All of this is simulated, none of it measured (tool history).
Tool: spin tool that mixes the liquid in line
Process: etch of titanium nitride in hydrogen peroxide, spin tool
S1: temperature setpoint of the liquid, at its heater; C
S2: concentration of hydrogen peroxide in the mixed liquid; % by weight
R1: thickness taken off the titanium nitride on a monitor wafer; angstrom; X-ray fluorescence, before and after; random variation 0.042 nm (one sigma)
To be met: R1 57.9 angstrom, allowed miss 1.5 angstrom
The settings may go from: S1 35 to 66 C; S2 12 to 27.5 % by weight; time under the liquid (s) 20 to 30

run 1 day=0 | S1=51 S2=18.5 time_under_the_liquid_(s)=30 | R1=28.918
run 2 day=0.354 | S1=54 S2=18.5 time_under_the_liquid_(s)=30 | R1=35.903
run 3 day=0.404 | S1=56 S2=18.5 time_under_the_liquid_(s)=30 | R1=41.431
run 4 day=0.467 | S1=56 S2=15.5 time_under_the_liquid_(s)=30 | R1=39.821
run 5 day=0.596 | S1=53 S2=15.5 time_under_the_liquid_(s)=30 | R1=32.393
run 6 day=0.717 | S1=53 S2=13 time_under_the_liquid_(s)=30 | R1=30.652
run 7 day=0.975 | S1=55.5 S2=13 time_under_the_liquid_(s)=30 | R1=36.956
run 8 day=1.025 | S1=55.5 S2=13 time_under_the_liquid_(s)=30 | R1=36.896
run 9 day=1.396 | S1=57.5 S2=13 time_under_the_liquid_(s)=30 | R1=42.215
run 10 day=1.662 | S1=59 S2=13 time_under_the_liquid_(s)=30 | R1=47.078
run 11 day=1.921 | S1=60 S2=13 time_under_the_liquid_(s)=30 | R1=49.398
run 12 day=2.021 | S1=60.5 S2=13 time_under_the_liquid_(s)=30 | R1=52.504
run 13 day=2.125 | S1=61 S2=13 time_under_the_liquid_(s)=30 | R1=54.02
run 14 day=2.417 | S1=61.5 S2=13 time_under_the_liquid_(s)=30 | R1=55.747

Which of these 4 next moves meets every target?
run A day=2.708 | S1=62 S2=14 time_under_the_liquid_(s)=30 | R1=?
run B day=2.708 | S1=63.5 S2=12 time_under_the_liquid_(s)=30 | R1=?
run C day=2.708 | S1=62 S2=16.5 time_under_the_liquid_(s)=30 | R1=?
run D day=2.708 | S1=61 S2=12 time_under_the_liquid_(s)=30 | R1=?

move=A R1=58.227
move=B R1=62.328
move=C R1=60.278
move=D R1=52.708
A: meets every target
B: takes the result that was furthest off past its target
C: takes the result that was furthest off past its target
D: further off than the last run
Move A is the one to make.

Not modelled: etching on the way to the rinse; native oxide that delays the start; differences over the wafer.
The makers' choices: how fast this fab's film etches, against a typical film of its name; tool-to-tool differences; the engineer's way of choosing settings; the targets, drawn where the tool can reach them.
